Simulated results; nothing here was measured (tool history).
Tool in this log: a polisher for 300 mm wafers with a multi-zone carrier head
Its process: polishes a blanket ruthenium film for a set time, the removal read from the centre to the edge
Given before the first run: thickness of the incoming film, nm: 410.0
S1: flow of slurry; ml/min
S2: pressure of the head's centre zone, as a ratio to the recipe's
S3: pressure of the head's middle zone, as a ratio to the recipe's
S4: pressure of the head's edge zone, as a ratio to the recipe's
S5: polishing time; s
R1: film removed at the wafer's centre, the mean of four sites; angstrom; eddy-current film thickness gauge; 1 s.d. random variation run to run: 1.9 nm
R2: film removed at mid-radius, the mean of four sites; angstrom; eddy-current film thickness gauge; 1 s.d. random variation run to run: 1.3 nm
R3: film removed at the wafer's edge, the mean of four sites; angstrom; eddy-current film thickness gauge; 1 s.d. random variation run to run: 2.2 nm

{"run": 1, "hour": 0.0, "S1": 155, "S2": 1.0, "S3": 1.0, "S4": 1.0, "S5": 77, "R1": 1319.6, "R2": 1286.4, "R3": 1255.8}
{"run": 2, "hour": 9.0, "S1": 155, "S2": 1.0, "S3": 0.93, "S4": 1.0, "S5": 77, "R1": 1283.4, "R2": 1223.4, "R3": 1239.8}
{"run": 3, "hour": 16.2, "S1": 165, "S2": 0.99, "S3": 0.98, "S4": 1.04, "S5": 81, "R1": 1366.5, "R2": 1341.2, "R3": 1345.1}
{"run": 4, "hour": 17.1, "S1": 165, "S2": 1.03, "S3": 0.98, "S4": 1.04, "S5": 81, "R1": 1434.6, "R2": 1323.2, "R3": 1347.9}
{"run": 5, "hour": 21.3, "S1": 175, "S2": 1.01, "S3": 1.02, "S4": 1.07, "S5": 85, "R1": 1472.1, "R2": 1441.6, "R3": 1440.3}
{"run": 6, "hour": 29.1, "S1": 175, "S2": 1.01, "S3": 1.02, "S4": 1.11, "S5": 85, "R1": 1459.5, "R2": 1457.7, "R3": 1439.5}
{"run": 7, "hour": 36.3, "S1": 185, "S2": 1.0, "S3": 1.03, "S4": 1.12, "S5": 89, "R1": 1556.0, "R2": 1540.9, "R3": 1542.2}
{"run": 8, "hour": 43.2, "S1": 190, "S2": 0.99, "S3": 1.05, "S4": 1.13, "S5": 91, "R1": 1564.5, "R2": 1599.7, "R3": 1603.8}
{"run": 9, "hour": 50.8, "S1": 195, "S2": 0.99, "S3": 1.07, "S4": 1.14, "S5": 93, "R1": 1601.0, "R2": 1669.5, "R3": 1650.6}
{"run": 10, "hour": 58.4, "S1": 200, "S2": 0.99, "S3": 1.08, "S4": 1.15, "S5": 94, "R1": 1613.9, "R2": 1704.2, "R3": 1638.5}

Forecast run 11:
{"run": 11, "hour": 64.9, "S1": 200, "S2": 0.99, "S3": 1.08, "S4": 1.16, "S5": 96, "R1": "?", "R2": "?", "R3": "?"}

{"run 11": {"R1": 1641.7, "R2": 1750.0, "R3": 1709.3}}
